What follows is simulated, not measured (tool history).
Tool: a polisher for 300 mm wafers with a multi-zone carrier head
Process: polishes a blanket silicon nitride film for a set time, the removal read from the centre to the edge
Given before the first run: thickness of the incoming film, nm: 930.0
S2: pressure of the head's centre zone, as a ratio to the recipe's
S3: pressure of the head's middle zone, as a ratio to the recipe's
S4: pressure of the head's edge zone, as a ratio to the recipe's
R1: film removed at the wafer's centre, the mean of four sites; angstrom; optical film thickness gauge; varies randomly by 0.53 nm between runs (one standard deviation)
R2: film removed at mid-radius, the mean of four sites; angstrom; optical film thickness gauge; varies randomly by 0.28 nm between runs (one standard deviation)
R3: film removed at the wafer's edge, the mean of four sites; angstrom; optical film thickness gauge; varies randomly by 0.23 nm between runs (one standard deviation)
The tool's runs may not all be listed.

run 1 hour=0.0 | flow_of_slurry_(ml/min)=250 S2=1.00 S3=1.00 S4=1.00 polishing_time_(s)=45 | R1=664.91 R2=655.44 R3=677.71
run 2 hour=3.7 | flow_of_slurry_(ml/min)=250 S2=0.92 S3=1.00 S4=1.00 polishing_time_(s)=45 | R1=620.45 R2=663.53 R3=679.90
run 3 hour=11.3 | flow_of_slurry_(ml/min)=250 S2=0.99 S3=0.98 S4=0.95 polishing_time_(s)=39 | R1=571.88 R2=566.31 R3=573.48
run 4 hour=15.9 | flow_of_slurry_(ml/min)=250 S2=1.06 S3=0.98 S4=0.95 polishing_time_(s)=39 | R1=624.21 R2=557.17 R3=581.55
run 5 hour=19.3 | flow_of_slurry_(ml/min)=250 S2=1.08 S3=0.97 S4=0.91 polishing_time_(s)=34 | R1=547.76 R2=489.41 R3=495.49
run 6 hour=22.1 | flow_of_slurry_(ml/min)=245 S2=1.10 S3=0.95 S4=0.88 polishing_time_(s)=31 | R1=520.90 R2=430.23 R3=438.56

The next listed run, before its measurement:
-- hour=24.0 slurry nozzle cleaned
run 7 hour=24.0 | flow_of_slurry_(ml/min)=200 S2=1.08 S3=0.91 S4=0.81 polishing_time_(s)=27 | R1=? R2=? R3=?

{"run 7": {"R1": 434.53, "R2": 364.69, "R3": 372.83}}
